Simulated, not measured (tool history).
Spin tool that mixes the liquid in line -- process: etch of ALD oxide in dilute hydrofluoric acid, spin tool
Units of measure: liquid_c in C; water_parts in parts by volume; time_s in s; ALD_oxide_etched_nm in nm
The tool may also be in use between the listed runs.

run 1 hour=0.0 | liquid_c=25.0 water_parts=110 time_s=90 | ALD_oxide_etched_nm=10.409
run 2 hour=8.3 | liquid_c=25.0 water_parts=110 time_s=95 | ALD_oxide_etched_nm=11.015
run 3 hour=9.4 | liquid_c=25.0 water_parts=110 time_s=95 | ALD_oxide_etched_nm=11.029
run 4 hour=14.5 | liquid_c=27.5 water_parts=110 time_s=95 | ALD_oxide_etched_nm=12.074
run 5 hour=22.9 | liquid_c=27.5 water_parts=110 time_s=90 | ALD_oxide_etched_nm=11.374
run 6 hour=24.6 | liquid_c=29.0 water_parts=95 time_s=90 | ALD_oxide_etched_nm=14.389
run 7 hour=29.4 | liquid_c=30.0 water_parts=85 time_s=90 | ALD_oxide_etched_nm=16.748
run 8 hour=32.1 | liquid_c=33.0 water_parts=65 time_s=90 | ALD_oxide_etched_nm=25.378
run 9 hour=33.4 | liquid_c=32.0 water_parts=65 time_s=90 | ALD_oxide_etched_nm=24.385

Run 10 comes next. What will it give?
run 10 hour=40.0 | liquid_c=31.5 water_parts=65 time_s=90 | ALD_oxide_etched_nm=?

{"run 10": {"ALD_oxide_etched_nm": 23.904}}
